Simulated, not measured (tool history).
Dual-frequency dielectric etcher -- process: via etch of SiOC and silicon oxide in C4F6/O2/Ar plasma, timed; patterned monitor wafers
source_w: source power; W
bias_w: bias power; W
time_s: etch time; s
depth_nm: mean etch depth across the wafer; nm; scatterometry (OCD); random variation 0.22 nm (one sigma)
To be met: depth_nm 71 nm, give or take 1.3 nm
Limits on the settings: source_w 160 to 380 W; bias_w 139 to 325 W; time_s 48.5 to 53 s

run,hour,source_w,bias_w,time_s,depth_nm
1,0,270,232,53,61.54
2,7.8,300,236,53,64.803
3,10.1,320,238,53,66.925
4,18.2,320,238,48.5,60.741
5,25.4,320,238,53,66.676
6,32.8,320,238,53,66.608
7,40.2,330,240,53,67.795
8,42.1,340,241,53,68.541
9,50.3,350,242,53,69.641
10,55.5,350,243,53,69.426
11,58.5,350,244,53,69.7

Next run, 4 choices. One meets every target within its allowed miss, the rest don't. Which?
A,61.5,310,264,52,?
B,61.5,350,255,51,?
C,61.5,300,270,53,?
D,61.5,380,252,51.5,?

move,depth_nm
A,66.843
B,67.997
C,67.764
D,70.663
A: moves away from the targets compared with the last run
B: moves away from the targets compared with the last run
C: moves away from the targets compared with the last run
D: each result inside its tolerance
The move that meets every target is D.

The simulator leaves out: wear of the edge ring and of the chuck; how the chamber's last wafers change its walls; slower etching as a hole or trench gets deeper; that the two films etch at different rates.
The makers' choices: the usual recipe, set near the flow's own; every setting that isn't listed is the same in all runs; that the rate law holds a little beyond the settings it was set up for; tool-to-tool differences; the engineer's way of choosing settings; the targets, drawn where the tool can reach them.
